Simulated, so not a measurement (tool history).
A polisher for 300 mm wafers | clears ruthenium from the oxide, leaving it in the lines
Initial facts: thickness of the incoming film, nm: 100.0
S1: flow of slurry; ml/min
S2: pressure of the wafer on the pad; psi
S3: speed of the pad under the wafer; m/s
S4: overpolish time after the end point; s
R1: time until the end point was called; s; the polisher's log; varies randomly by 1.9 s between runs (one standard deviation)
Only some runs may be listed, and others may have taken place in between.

| run | hour | S1 | S2 | S3 | S4 | R1 |
|---|---|---|---|---|---|---|
| 1 | 0.0 | 210 | 2.4 | 0.96 | 14 | 60.088 |
| 2 | 2.0 | 180 | 2.4 | 0.96 | 14 | 60.730 |
| 3 | 5.1 | 180 | 2.4 | 0.96 | 11 | 61.043 |
| 4 | 12.6 | 180 | 2.0 | 0.92 | 11 | 75.267 |
| 5 | 16.4 | 140 | 2.0 | 0.92 | 11 | 79.858 |
| 6 | 21.5 | 140 | 1.8 | 0.92 | 11 | 88.375 |

Run 7 is up next; what results do you expect?
| 7 | 23.8 | 140 | 1.2 | 0.88 | 11 | ? |

Run 7 yielded R1 134.690 s.
